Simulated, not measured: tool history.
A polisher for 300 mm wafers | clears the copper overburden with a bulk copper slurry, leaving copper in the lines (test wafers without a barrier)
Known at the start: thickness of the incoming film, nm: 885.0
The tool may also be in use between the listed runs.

| run | day | flow of slurry (ml/min) | pressure of the wafer on the pad (kPa) | speed of the pad under the wafer (m/s) | abrasive content of the slurry | overpolish time after the end point (s) | time until the end point was called (s) | dishing of a wide line in a test structure (angstrom) |
|---|---|---|---|---|---|---|---|---|
| 1 | 0.000 | 290 | 18.6 | 1.20 | 1.0 | 26 | 92.529 | 1511.2 |
| 2 | 0.029 | 290 | 17.2 | 1.18 | 1.0 | 29 | 100.760 | 1471.6 |
| 3 | 0.396 | 290 | 15.9 | 1.16 | 1.0 | 32 | 108.810 | 1488.9 |
| 4 | 0.483 | 290 | 14.5 | 1.14 | 1.0 | 34 | 120.360 | 1431.8 |
|  | 0.596 | slurry blender recalibrated |
| 5 | 0.596 | 290 | 13.8 | 1.12 | 1.0 | 36 | 120.660 | 1409.3 |
| 6 | 0.629 | 290 | 13.1 | 1.08 | 1.0 | 38 | 127.710 | 1441.6 |
| 7 | 0.988 | 290 | 12.4 | 1.04 | 1.0 | 39 | 139.800 | 1352.0 |

Predict the results of run 8:
| 8 | 1.279 | 290 | 11.7 | 1.02 | 1.0 | 40 | ? | ? |

Run 8 came out at time until the end point was called (s) 151.780, dishing of a wide line in a test structure (angstrom) 1320.1.
